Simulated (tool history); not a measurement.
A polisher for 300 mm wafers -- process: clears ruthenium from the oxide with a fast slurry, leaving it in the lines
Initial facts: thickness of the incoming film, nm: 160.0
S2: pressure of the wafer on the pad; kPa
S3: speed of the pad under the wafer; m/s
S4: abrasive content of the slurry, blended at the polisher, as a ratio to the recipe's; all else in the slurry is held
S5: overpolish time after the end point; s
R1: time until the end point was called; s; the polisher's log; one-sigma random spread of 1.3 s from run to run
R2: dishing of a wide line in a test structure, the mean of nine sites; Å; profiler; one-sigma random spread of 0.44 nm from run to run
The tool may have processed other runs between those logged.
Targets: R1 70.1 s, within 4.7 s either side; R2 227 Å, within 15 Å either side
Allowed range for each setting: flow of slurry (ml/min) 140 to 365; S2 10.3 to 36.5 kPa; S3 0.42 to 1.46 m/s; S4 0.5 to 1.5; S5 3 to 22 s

Run 1, hour 0: flow of slurry (ml/min) 235, S2 23.4 kPa, S3 0.94 m/s, S4 1, S5 11 s. Result: R1 36.147 s, R2 417.77 Å.
Run 2, hour 5.9: flow of slurry (ml/min) 235, S2 23.4 kPa, S3 0.94 m/s, S4 1, S5 7 s. Result: R1 35.639 s, R2 270.37 Å.
Run 3, hour 7.8: flow of slurry (ml/min) 235, S2 19.3 kPa, S3 0.9 m/s, S4 1, S5 8 s. Result: R1 45.111 s, R2 258.18 Å.
Run 4, hour 10.2: flow of slurry (ml/min) 235, S2 19.3 kPa, S3 0.76 m/s, S4 1, S5 8 s. Result: R1 51.711 s, R2 222.81 Å.
Run 5, hour 14.4: flow of slurry (ml/min) 235, S2 19.3 kPa, S3 0.76 m/s, S4 1, S5 5 s. Result: R1 51.054 s, R2 148.31 Å.
Run 6, hour 15.1: flow of slurry (ml/min) 230, S2 16.5 kPa, S3 0.8 m/s, S4 0.95, S5 7 s. Result: R1 58.986 s, R2 173.52 Å.
Run 7, hour 17.6: flow of slurry (ml/min) 230, S2 15.2 kPa, S3 0.82 m/s, S4 0.95, S5 8 s. Result: R1 59.974 s, R2 183.65 Å.
Run 8, hour 19: flow of slurry (ml/min) 230, S2 15.2 kPa, S3 0.82 m/s, S4 0.95, S5 8 s. Result: R1 63.838 s, R2 183.29 Å.

Which of these 5 next moves meets every target?
Run A, hour 20.4: flow of slurry (ml/min) 240, S2 15.2 kPa, S3 0.76 m/s, S4 0.95, S5 9 s. Result: R1 ?, R2 ?.
Run B, hour 20.4: flow of slurry (ml/min) 230, S2 13.1 kPa, S3 0.82 m/s, S4 1.05, S5 11 s. Result: R1 ?, R2 ?.
Run C, hour 20.4: flow of slurry (ml/min) 140, S2 17.2 kPa, S3 0.52 m/s, S4 1.1, S5 8 s. Result: R1 ?, R2 ?.
Run D, hour 20.4: flow of slurry (ml/min) 245, S2 16.5 kPa, S3 0.72 m/s, S4 0.8, S5 8 s. Result: R1 ?, R2 ?.
Run E, hour 20.4: flow of slurry (ml/min) 215, S2 15.9 kPa, S3 0.66 m/s, S4 0.85, S5 9 s. Result: R1 ?, R2 ?.

move      R1      R2
   A   68.35  201.67
   B  70.676  236.08
   C  81.215  152.91
   D  72.071  171.44
   E    78.7  176.38
A: moves toward the targets from the last run without getting all of them in spec
B: every result lands within tolerance
C: moves away from the targets compared with the last run
D: moves away from the targets compared with the last run
E: moves away from the targets compared with the last run
The right move is B.
